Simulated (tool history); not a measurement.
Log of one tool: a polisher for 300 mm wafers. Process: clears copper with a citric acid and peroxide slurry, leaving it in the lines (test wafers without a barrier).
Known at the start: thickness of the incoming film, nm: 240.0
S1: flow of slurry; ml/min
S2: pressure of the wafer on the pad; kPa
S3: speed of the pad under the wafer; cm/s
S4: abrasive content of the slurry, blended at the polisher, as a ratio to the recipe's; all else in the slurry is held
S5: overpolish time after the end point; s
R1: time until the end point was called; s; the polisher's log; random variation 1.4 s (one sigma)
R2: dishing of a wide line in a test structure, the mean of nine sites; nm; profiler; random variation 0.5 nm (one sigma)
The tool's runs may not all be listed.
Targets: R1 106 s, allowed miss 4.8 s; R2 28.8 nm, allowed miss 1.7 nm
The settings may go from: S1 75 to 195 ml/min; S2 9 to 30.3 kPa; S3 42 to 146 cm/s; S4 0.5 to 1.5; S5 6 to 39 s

run  hour   S1    S2  S3   S4  S5      R1      R2
  1     0  125  19.3  94    1  20  137.85  27.159
  2   4.4  125  19.3  82    1  20  157.69  24.707
  3  11.4  130  20.7  82    1  19  151.27   23.92
  4  19.6  130  22.1  82    1  19  143.45  24.825
  5  26.2  130  23.4  82    1  19  139.03  26.518
  6  30.7  130  23.4  82  1.2  19  131.84  27.368
  7  38.9  130  24.1  82  1.2  18  130.41  26.783
  8  45.2  160  28.3  84  1.2  14  109.91    25.4
     49.3  -- worn pad replaced by a new one
  9  49.3  160    29  84  1.2  15   97.13  29.173
 10  50.9  135  27.6  84  1.2  17  101.37  32.027

5 next moves are on the table. One of them brings every result within its allowed miss. Which?
  A  52.5  130  26.9  90  1.15  21   ?   ?
  B  52.5  135  30.3  90  1.05  16   ?   ?
  C  52.5   90  30.3  80  1.25  16   ?   ?
  D  52.5  140  26.9  92  1.15  17   ?   ?
  E  52.5  150  28.3  90  1.35  17   ?   ?

move      R1      R2
   A  101.17  39.652
   B  93.651  33.351
   C  107.19  29.456
   D   98.05  33.703
   E  92.281   35.66
A: further off than the last run
B: further off than the last run
C: meets every target
D: further off than the last run
E: further off than the last run
Answer: C
